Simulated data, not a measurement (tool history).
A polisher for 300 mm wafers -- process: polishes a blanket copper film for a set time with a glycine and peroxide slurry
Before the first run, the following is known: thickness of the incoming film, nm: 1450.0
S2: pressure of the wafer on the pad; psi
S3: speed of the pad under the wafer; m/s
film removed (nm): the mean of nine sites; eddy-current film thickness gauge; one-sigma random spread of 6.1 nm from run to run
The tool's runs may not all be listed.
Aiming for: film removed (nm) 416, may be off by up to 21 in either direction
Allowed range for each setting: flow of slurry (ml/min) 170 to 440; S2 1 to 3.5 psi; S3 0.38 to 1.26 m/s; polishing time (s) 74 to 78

Run 1, day 0: flow of slurry (ml/min) 280, S2 2.2 psi, S3 0.82 m/s, polishing time (s) 74. Result: film removed (nm) 232.36.
Run 2, day 0.104: flow of slurry (ml/min) 280, S2 2.2 psi, S3 0.66 m/s, polishing time (s) 74. Result: film removed (nm) 204.96.
Run 3, day 0.204: flow of slurry (ml/min) 210, S2 2.2 psi, S3 0.66 m/s, polishing time (s) 74. Result: film removed (nm) 187.52.
Run 4, day 0.504: flow of slurry (ml/min) 240, S2 2.6 psi, S3 0.74 m/s, polishing time (s) 75. Result: film removed (nm) 236.98.
Run 5, day 0.875: flow of slurry (ml/min) 265, S2 2.9 psi, S3 0.82 m/s, polishing time (s) 76. Result: film removed (nm) 279.99.
Run 6, day 1.129: flow of slurry (ml/min) 275, S2 3.1 psi, S3 0.88 m/s, polishing time (s) 77. Result: film removed (nm) 321.19.
Run 7, day 1.471: flow of slurry (ml/min) 280, S2 3.2 psi, S3 0.92 m/s, polishing time (s) 77. Result: film removed (nm) 337.63.
Run 8, day 1.604: flow of slurry (ml/min) 280, S2 3.2 psi, S3 0.92 m/s, polishing time (s) 77. Result: film removed (nm) 336.94.
Run 9, day 1.683: flow of slurry (ml/min) 285, S2 3.3 psi, S3 0.96 m/s, polishing time (s) 77. Result: film removed (nm) 356.43.
Run 10, day 1.862: flow of slurry (ml/min) 285, S2 3.4 psi, S3 1 m/s, polishing time (s) 77. Result: film removed (nm) 390.04.
Run 11, day 2.112: flow of slurry (ml/min) 285, S2 3.4 psi, S3 1.02 m/s, polishing time (s) 77. Result: film removed (nm) 379.95.

Pick the move, out of 5, that brings all results within their allowed miss; only one does.
Run A, day 2.362: flow of slurry (ml/min) 245, S2 3.5 psi, S3 1 m/s, polishing time (s) 76. Result: film removed (nm) ?.
Run B, day 2.362: flow of slurry (ml/min) 240, S2 3.5 psi, S3 1.08 m/s, polishing time (s) 78. Result: film removed (nm) ?.
Run C, day 2.362: flow of slurry (ml/min) 280, S2 3.5 psi, S3 0.96 m/s, polishing time (s) 74. Result: film removed (nm) ?.
Run D, day 2.362: flow of slurry (ml/min) 330, S2 3.3 psi, S3 0.98 m/s, polishing time (s) 76. Result: film removed (nm) ?.
Run E, day 2.362: flow of slurry (ml/min) 260, S2 3.5 psi, S3 0.96 m/s, polishing time (s) 76. Result: film removed (nm) ?.

move  film removed (nm)
   A             374.98
   B             409.12
   C             362.03
   D             372.16
   E             366.67
A: its largest miss is bigger than the last run's
B: in spec on every target
C: its largest miss is bigger than the last run's
D: its largest miss is bigger than the last run's
E: its largest miss is bigger than the last run's
Move B is the one to make.
